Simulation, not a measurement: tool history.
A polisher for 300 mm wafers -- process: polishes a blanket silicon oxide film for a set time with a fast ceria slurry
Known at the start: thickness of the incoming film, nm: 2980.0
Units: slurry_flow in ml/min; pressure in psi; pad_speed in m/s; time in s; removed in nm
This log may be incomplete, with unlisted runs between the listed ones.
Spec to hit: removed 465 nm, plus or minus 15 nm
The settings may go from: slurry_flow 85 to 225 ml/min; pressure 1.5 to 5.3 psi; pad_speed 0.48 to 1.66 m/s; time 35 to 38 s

run,hour,slurry_flow,pressure,pad_speed,time,removed
1,0,145,3.4,1.06,38,931.38
2,2.2,145,3.4,1.06,38,924.63
3,5.2,145,4.2,1.06,38,1118.8
4,13.8,140,3.5,1,38,905.76
5,18.6,140,2.7,1,38,715.13
6,24.4,135,2.4,0.98,38,638.41
7,31.4,130,2.2,0.96,38,570.99
8,39.3,100,1.7,0.96,38,436.63

Pick the move, out of 4, that brings all results within their allowed miss; only one does.
A,47.2,120,2,0.78,35,?
B,47.2,120,1.6,1.06,38,?
C,47.2,85,2,0.86,36,?
D,47.2,100,1.6,0.86,38,?

move,removed
A,396.76
B,465.89
C,404.31
D,372.29
A: lands further from the targets than the last run did
B: all results land within tolerance of their targets
C: lands further from the targets than the last run did
D: lands further from the targets than the last run did
Correct choice: B, which meets every target
